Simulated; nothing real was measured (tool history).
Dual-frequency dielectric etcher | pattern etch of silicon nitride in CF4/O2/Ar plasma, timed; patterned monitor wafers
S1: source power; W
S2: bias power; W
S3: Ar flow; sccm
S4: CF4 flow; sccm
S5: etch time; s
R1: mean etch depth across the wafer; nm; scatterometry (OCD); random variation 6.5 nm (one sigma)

run,day,S1,S2,S3,S4,S5,R1
1,0,570,49,84,109,710.5,1579.4
2,0.108,570,49,84,109,741,1651.3
3,0.4,530,46,86,107,739.5,1477.5
4,0.492,500,45,86,107,739.5,1388.2
5,0.721,540,45,86,107,739.5,1510.1
6,0.929,540,42,86,107,739.5,1466.2
7,1.254,510,42,86,107,739.5,1378.2
8,1.342,480,42,86,107,739.5,1304.6
9,1.429,460,42,86,107,739.5,1261.6
10,1.517,440,42,86,107,739.5,1207.5
11,1.725,420,42,86,107,739.5,1142.2

The next listed run, before its measurement:
12,2,410,42,86,107,739.5,?

{"run 12": {"R1": 1126.2}}

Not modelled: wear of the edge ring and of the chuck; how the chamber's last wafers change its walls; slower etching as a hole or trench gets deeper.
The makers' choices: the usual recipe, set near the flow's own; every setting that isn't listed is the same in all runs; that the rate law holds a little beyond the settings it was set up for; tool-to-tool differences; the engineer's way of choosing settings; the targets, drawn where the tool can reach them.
